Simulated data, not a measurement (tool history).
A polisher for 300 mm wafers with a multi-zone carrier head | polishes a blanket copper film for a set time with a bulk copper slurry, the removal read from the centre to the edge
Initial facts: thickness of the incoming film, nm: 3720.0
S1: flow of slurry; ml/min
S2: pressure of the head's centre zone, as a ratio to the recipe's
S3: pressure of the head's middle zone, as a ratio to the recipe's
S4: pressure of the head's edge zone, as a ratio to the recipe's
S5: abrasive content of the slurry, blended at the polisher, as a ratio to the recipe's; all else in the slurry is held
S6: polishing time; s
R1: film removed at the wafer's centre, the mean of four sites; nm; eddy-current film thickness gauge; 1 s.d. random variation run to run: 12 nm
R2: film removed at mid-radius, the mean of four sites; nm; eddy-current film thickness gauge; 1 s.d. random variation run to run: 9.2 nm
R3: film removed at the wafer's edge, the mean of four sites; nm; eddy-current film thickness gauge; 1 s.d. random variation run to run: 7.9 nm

Run 1, hour 0: S1 230 ml/min, S2 1, S3 1, S4 1, S5 1, S6 83 s. Result: R1 865.73 nm, R2 883.05 nm, R3 888.09 nm.
Run 2, hour 6.9: S1 235 ml/min, S2 1.02, S3 1.01, S4 1.01, S5 1, S6 83 s. Result: R1 889.53 nm, R2 890.23 nm, R3 891.56 nm.
Run 3, hour 13.5: S1 240 ml/min, S2 1.03, S3 1.02, S4 1.02, S5 1, S6 83 s. Result: R1 900.44 nm, R2 899.14 nm, R3 910.34 nm.
Run 4, hour 16.6: S1 245 ml/min, S2 1.04, S3 1.03, S4 1.02, S5 1, S6 83 s. Result: R1 908.4 nm, R2 910.31 nm, R3 911.52 nm.
Run 5, hour 25: S1 245 ml/min, S2 1.04, S3 1.03, S4 1.02, S5 1, S6 97 s. Result: R1 1071 nm, R2 1049.5 nm, R3 1045 nm.
Run 6, hour 27.1: S1 245 ml/min, S2 1.04, S3 1.03, S4 1.02, S5 1, S6 87 s. Result: R1 957.36 nm, R2 948.41 nm, R3 951.4 nm.
Run 7, hour 34.9: S1 250 ml/min, S2 1.05, S3 1.03, S4 1.02, S5 1, S6 87 s. Result: R1 967.88 nm, R2 959.59 nm, R3 947.76 nm.
Run 8, hour 41.3: S1 255 ml/min, S2 1.06, S3 1.03, S4 1.02, S5 1, S6 87 s. Result: R1 971.87 nm, R2 942.33 nm, R3 959.36 nm.

Predict the results of run 9:
Run 9, hour 49.6: S1 290 ml/min, S2 1.14, S3 1.08, S4 1.01, S5 1.05, S6 87 s. Result: R1 ?, R2 ?, R3 ?.

R1: 1105.9 nm
R2: 1038 nm
R3: 988.15 nm

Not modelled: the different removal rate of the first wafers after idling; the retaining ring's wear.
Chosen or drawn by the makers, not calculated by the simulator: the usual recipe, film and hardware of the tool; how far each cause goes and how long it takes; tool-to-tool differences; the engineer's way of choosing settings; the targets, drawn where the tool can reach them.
